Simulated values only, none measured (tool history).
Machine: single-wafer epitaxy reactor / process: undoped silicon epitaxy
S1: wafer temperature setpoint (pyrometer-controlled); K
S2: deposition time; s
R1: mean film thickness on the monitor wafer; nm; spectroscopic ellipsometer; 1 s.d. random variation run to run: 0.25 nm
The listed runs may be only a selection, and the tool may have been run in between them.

run  hour      S1   S2      R1
  1     0  933.15  241  45.397
  2   0.8  933.15  261  49.474
  3     3  933.15  230  43.037
  4   9.5  925.15  230  37.521
  5  15.1  925.15  213  34.844
  6  22.7  931.15  213  38.747
  7  27.1  934.15  213  40.904
  8  32.7  937.15  213  43.412

For run 9, what comes out?
  9  40.2  939.15  213   ?

{"run 9": {"R1": 44.79}}
